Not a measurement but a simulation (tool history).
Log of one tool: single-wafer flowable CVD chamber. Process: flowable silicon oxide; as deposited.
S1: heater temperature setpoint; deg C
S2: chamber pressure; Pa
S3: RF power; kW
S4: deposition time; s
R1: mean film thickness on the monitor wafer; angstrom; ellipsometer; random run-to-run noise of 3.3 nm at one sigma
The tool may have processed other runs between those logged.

| run | hour | S1 | S2 | S3 | S4 | R1 |
|---|---|---|---|---|---|---|
| 1 | 0 | 105 | 128 | 2.035 | 1243 | 8748.8 |
| 2 | 5.2 | 105 | 128 | 2.035 | 1281 | 9040.1 |
| 3 | 14 | 113 | 128 | 2.035 | 1281 | 7147.5 |
| 4 | 14.8 | 117 | 128 | 2.035 | 1281 | 6415.1 |
| 5 | 20.1 | 117 | 128 | 2.225 | 1281 | 6517.4 |
| 6 | 21.6 | 114 | 128.1 | 2.225 | 1281 | 7110.6 |
| 7 | 22.8 | 111 | 128.3 | 2.225 | 1281 | 7769.7 |
| 8 | 26.2 | 109 | 128.4 | 2.225 | 1281 | 8147.1 |
| 9 | 32.9 | 107 | 128.5 | 2.225 | 1281 | 8677.7 |
| 10 | 40.9 | 106 | 128.5 | 2.225 | 1281 | 8903.4 |
| 11 | 41.9 | 105 | 128.5 | 2.225 | 1281 | 9187.2 |

Run 12, settings as shown, results not yet in. Your forecast:
| 12 | 44.8 | 104 | 128.5 | 2.225 | 1281 | ? |

Run 12 gave R1 9503.7 angstrom.
